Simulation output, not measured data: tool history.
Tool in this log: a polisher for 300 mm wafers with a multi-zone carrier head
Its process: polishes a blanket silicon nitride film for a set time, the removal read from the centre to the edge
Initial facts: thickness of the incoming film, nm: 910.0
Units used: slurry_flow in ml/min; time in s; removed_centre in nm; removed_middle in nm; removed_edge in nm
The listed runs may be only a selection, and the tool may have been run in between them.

run  hour  slurry_flow  centre_zone  middle_zone  edge_zone  time  removed_centre  removed_middle  removed_edge
  1   0.0          170         1.00         1.00       1.00    51          125.98          130.51        129.69
  2   8.5          135         1.00         1.00       1.00    51          120.87          124.32        125.16
  3  14.3          135         1.00         0.95       1.00    51          121.73          118.13        123.14
  4  15.3          160         1.02         0.95       1.03    51          125.72          122.44        129.78
  5  21.2          180         1.05         0.95       1.04    51          136.61          126.76        132.89
  6  27.3          195         1.06         0.95       1.06    51          137.49          125.59        136.61
  7  31.1          205         1.07         0.96       1.07    51          140.72          128.70        138.29
  8  39.1          215         1.08         0.96       1.08    51          140.06          129.77        138.28
  9  40.8          220         1.09         0.96       1.09    51          147.38          130.25        138.35
 10  46.1          225         1.09         0.96       1.11    51          142.99          130.23        140.13
 11  46.7          230         1.10         0.96       1.12    51          148.95          129.79        140.82
 12  54.4          230         1.10         0.96       1.12    51          145.72          133.12        142.99

Run 13 has not been measured yet. What should we expect?
 13  55.4          255         1.12         0.95       1.16    51               ?               ?             ?

removed_centre: 149.01 nm
removed_middle: 132.78 nm
removed_edge: 145.14 nm

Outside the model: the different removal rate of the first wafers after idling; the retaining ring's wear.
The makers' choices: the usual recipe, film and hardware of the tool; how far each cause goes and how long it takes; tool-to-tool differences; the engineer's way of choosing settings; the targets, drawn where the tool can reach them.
